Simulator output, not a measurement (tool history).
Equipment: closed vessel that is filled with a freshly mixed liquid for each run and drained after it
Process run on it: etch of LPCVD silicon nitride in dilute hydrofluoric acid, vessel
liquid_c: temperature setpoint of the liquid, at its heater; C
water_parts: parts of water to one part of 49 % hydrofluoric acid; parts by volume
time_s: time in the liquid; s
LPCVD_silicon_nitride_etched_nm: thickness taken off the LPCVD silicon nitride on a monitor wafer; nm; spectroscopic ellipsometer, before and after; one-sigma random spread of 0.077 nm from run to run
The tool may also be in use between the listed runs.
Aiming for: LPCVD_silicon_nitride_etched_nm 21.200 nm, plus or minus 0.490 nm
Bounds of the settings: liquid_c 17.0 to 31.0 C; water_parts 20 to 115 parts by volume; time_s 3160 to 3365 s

run,hour,liquid_c,water_parts,time_s,LPCVD_silicon_nitride_etched_nm
1,0.0,23.0,65,3160,23.590
2,6.1,22.5,65,3160,22.780
3,10.3,22.5,45,3160,32.656
4,16.1,20.5,45,3160,28.440
5,18.9,20.5,25,3160,50.140
6,27.8,20.0,30,3160,40.732
7,33.3,19.5,35,3160,33.819
8,38.6,19.0,35,3160,32.770
9,41.2,18.5,35,3160,31.434
10,48.5,17.5,40,3160,25.934
11,49.8,17.0,45,3160,22.312
12,52.8,17.0,50,3160,20.137

Consider the 4 candidate settings below. Which is the only one whose results all fall within their allowed miss of target?
A,55.8,19.5,60,3215,?
B,55.8,17.0,55,3365,?
C,55.8,17.0,50,3315,?
D,55.8,17.5,55,3205,?

move,LPCVD_silicon_nitride_etched_nm
A,20.455
B,19.548
C,21.120
D,19.289
A: closer than the last run, but not yet in spec
B: misses by more than the last run did
C: each result inside its tolerance
D: misses by more than the last run did
C meets every target.
